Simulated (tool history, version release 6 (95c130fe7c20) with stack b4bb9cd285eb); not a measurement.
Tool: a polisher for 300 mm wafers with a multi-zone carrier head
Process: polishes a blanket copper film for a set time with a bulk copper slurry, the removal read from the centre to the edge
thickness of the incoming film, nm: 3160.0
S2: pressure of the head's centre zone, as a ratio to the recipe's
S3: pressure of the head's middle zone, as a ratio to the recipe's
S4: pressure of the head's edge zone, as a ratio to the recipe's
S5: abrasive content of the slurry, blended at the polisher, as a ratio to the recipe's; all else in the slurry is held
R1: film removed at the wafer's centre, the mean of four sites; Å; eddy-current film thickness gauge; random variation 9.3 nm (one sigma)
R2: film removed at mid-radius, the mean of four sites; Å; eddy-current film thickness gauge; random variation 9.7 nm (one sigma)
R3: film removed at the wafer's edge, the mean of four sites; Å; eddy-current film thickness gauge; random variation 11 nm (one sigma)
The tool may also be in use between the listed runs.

run 1 hour=0 | flow_of_slurry_(ml/min)=190 S2=1 S3=1 S4=1 S5=1 polishing_time_(s)=86 | R1=7266.8 R2=7438.2 R3=7591.7
run 2 hour=4.7 | flow_of_slurry_(ml/min)=190 S2=1 S3=1 S4=1.06 S5=1 polishing_time_(s)=86 | R1=7418.8 R2=7274 R3=7519.7
run 3 hour=6.2 | flow_of_slurry_(ml/min)=190 S2=1 S3=1 S4=1.12 S5=1 polishing_time_(s)=86 | R1=7504.4 R2=7392.3 R3=7831.5
run 4 hour=8.6 | flow_of_slurry_(ml/min)=195 S2=0.98 S3=1 S4=1.14 S5=1.05 polishing_time_(s)=87 | R1=7416.6 R2=7644.7 R3=8221.9
run 5 hour=16.5 | flow_of_slurry_(ml/min)=195 S2=1.06 S3=1 S4=1.14 S5=1.05 polishing_time_(s)=87 | R1=7975.5 R2=7466.9 R3=8094.8
run 6 hour=22.8 | flow_of_slurry_(ml/min)=195 S2=1.06 S3=1 S4=1.14 S5=1.2 polishing_time_(s)=87 | R1=8001.2 R2=7602.9 R3=8295.9
run 7 hour=24.1 | flow_of_slurry_(ml/min)=200 S2=1.05 S3=1 S4=1.15 S5=1.25 polishing_time_(s)=87 | R1=7987.7 R2=7521.3 R3=8255.3

Run 8 comes next. What will it give?
run 8 hour=32.6 | flow_of_slurry_(ml/min)=200 S2=1.03 S3=1 S4=1.16 S5=1.25 polishing_time_(s)=88 | R1=? R2=? R3=?

R1: 8041 Å
R2: 7692.7 Å
R3: 8602.3 Å
